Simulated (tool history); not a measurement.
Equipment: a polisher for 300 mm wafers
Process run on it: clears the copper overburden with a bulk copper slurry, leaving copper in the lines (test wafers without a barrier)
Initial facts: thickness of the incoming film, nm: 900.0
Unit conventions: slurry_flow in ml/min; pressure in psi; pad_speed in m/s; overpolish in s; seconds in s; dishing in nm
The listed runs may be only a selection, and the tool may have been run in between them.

Run 1, day 0: slurry_flow 280 ml/min, pressure 2.7 psi, pad_speed 0.82 m/s, slurry_solids 1, overpolish 22 s. Result: seconds 122.94 s, dishing 93.585 nm.
Run 2, day 0.046: slurry_flow 280 ml/min, pressure 2.7 psi, pad_speed 0.82 m/s, slurry_solids 1.1, overpolish 22 s. Result: seconds 115.51 s, dishing 97.719 nm.
Run 3, day 0.325: slurry_flow 280 ml/min, pressure 2.7 psi, pad_speed 0.82 m/s, slurry_solids 1.1, overpolish 30 s. Result: seconds 114.51 s, dishing 121.25 nm.
Run 4, day 0.442: slurry_flow 280 ml/min, pressure 2.7 psi, pad_speed 0.82 m/s, slurry_solids 0.9, overpolish 30 s. Result: seconds 122.46 s, dishing 114.18 nm.
Run 5, day 0.667: slurry_flow 280 ml/min, pressure 2.9 psi, pad_speed 0.84 m/s, slurry_solids 0.9, overpolish 26 s. Result: seconds 114.71 s, dishing 115.17 nm.
Run 6, day 0.942: slurry_flow 285 ml/min, pressure 3 psi, pad_speed 0.88 m/s, slurry_solids 0.95, overpolish 21 s. Result: seconds 97.201 s, dishing 109.59 nm.
Run 7, day 1.025: slurry_flow 285 ml/min, pressure 3.1 psi, pad_speed 0.88 m/s, slurry_solids 0.95, overpolish 19 s. Result: seconds 99.505 s, dishing 103.38 nm.
Run 8, day 1.092: slurry_flow 285 ml/min, pressure 3.8 psi, pad_speed 0.96 m/s, slurry_solids 0.95, overpolish 10 s. Result: seconds 73.587 s, dishing 85.039 nm.

The next listed run, before its measurement:
At day 1.275: worn pad replaced by a new one.
Run 9, day 1.275: slurry_flow 285 ml/min, pressure 3.7 psi, pad_speed 0.96 m/s, slurry_solids 0.95, overpolish 12 s. Result: seconds ?, dishing ?.

Run 9 came out at seconds 68.378 s, dishing 93.343 nm.

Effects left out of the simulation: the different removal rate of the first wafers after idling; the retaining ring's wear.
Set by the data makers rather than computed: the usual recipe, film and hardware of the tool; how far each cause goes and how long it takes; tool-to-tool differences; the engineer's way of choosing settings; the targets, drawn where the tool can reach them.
